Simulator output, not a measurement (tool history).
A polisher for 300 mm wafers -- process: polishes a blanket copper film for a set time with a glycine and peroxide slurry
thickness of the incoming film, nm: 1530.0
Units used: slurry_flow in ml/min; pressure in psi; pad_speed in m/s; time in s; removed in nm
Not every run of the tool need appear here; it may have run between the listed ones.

| run | hour | slurry_flow | pressure | pad_speed | time | removed |
|---|---|---|---|---|---|---|
| 1 | 0.0 | 195 | 3.4 | 1.00 | 46 | 307.92 |
| 2 | 1.4 | 195 | 3.4 | 0.92 | 46 | 295.40 |
| 3 | 9.8 | 195 | 3.4 | 1.04 | 46 | 315.67 |
| 4 | 16.4 | 195 | 2.9 | 1.04 | 46 | 277.87 |
| 5 | 17.7 | 195 | 2.9 | 1.04 | 46 | 277.44 |
| 6 | 19.0 | 195 | 2.4 | 1.04 | 46 | 243.39 |
| 7 | 25.4 | 195 | 2.4 | 1.04 | 46 | 236.59 |
| 8 | 31.4 | 195 | 2.2 | 1.04 | 46 | 219.31 |

Predict the results of run 9:
| 9 | 36.8 | 195 | 2.1 | 1.04 | 46 | ? |

{"run 9": {"removed": 215.68}}

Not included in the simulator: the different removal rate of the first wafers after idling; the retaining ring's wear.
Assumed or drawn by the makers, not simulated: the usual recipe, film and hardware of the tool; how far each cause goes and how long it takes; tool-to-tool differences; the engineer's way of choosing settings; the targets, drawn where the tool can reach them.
